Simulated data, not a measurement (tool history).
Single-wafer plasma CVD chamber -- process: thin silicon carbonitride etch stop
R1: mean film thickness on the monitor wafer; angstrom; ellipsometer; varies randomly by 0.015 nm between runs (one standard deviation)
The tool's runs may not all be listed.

run 1 hour=0.0 | RF_power_(W)=185 deposition_time_(s)=7.58 | R1=42.828
run 2 hour=2.6 | RF_power_(W)=185 deposition_time_(s)=6.79 | R1=38.223
run 3 hour=10.4 | RF_power_(W)=185 deposition_time_(s)=5.72 | R1=32.389
run 4 hour=13.2 | RF_power_(W)=190 deposition_time_(s)=6.25 | R1=35.606
run 5 hour=13.9 | RF_power_(W)=195 deposition_time_(s)=6.66 | R1=38.373
run 6 hour=19.7 | RF_power_(W)=195 deposition_time_(s)=5.96 | R1=34.229
run 7 hour=21.0 | RF_power_(W)=200 deposition_time_(s)=6.43 | R1=37.316

What will run 8 give?
run 8 hour=23.4 | RF_power_(W)=230 deposition_time_(s)=7.64 | R1=?

R1: 46.306 angstrom

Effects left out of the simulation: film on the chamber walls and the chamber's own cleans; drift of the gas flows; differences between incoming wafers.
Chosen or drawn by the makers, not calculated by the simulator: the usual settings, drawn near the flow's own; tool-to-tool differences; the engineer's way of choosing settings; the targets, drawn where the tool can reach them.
